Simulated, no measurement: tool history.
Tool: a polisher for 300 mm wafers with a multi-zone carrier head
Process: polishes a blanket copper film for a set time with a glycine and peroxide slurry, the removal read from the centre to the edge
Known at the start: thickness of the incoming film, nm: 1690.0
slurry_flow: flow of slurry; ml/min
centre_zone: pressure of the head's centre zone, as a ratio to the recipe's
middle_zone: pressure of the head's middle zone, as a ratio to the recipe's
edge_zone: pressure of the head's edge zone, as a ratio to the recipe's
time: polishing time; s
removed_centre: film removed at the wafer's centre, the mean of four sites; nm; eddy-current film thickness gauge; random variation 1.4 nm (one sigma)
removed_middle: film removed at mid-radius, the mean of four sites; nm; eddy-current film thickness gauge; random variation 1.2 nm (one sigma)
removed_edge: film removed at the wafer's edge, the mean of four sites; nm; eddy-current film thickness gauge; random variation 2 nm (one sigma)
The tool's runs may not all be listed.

| run | day | slurry_flow | centre_zone | middle_zone | edge_zone | time | removed_centre | removed_middle | removed_edge |
|---|---|---|---|---|---|---|---|---|---|
| 1 | 0.000 | 290 | 1.00 | 1.00 | 1.00 | 50 | 238.88 | 247.47 | 233.82 |
| 2 | 0.025 | 290 | 1.00 | 1.00 | 1.00 | 56 | 268.11 | 279.13 | 271.28 |
| 3 | 0.117 | 260 | 1.00 | 1.00 | 1.00 | 56 | 266.67 | 274.01 | 263.59 |
| 4 | 0.283 | 260 | 1.00 | 0.96 | 1.00 | 56 | 264.56 | 266.81 | 259.92 |
| 5 | 0.317 | 195 | 1.00 | 0.96 | 1.00 | 56 | 252.58 | 258.01 | 257.58 |
| 6 | 0.362 | 265 | 1.00 | 0.96 | 1.00 | 56 | 267.51 | 267.24 | 267.34 |
| 7 | 0.675 | 255 | 0.99 | 0.95 | 0.97 | 53 | 248.27 | 248.47 | 243.26 |
| 8 | 0.838 | 255 | 0.99 | 0.95 | 0.97 | 53 | 245.64 | 248.25 | 245.37 |

The next listed run, before its measurement:
| 9 | 1.142 | 255 | 0.99 | 0.95 | 0.94 | 50 | ? | ? | ? |

{"run 9": {"removed_centre": 236.87, "removed_middle": 236.12, "removed_edge": 230.72}}
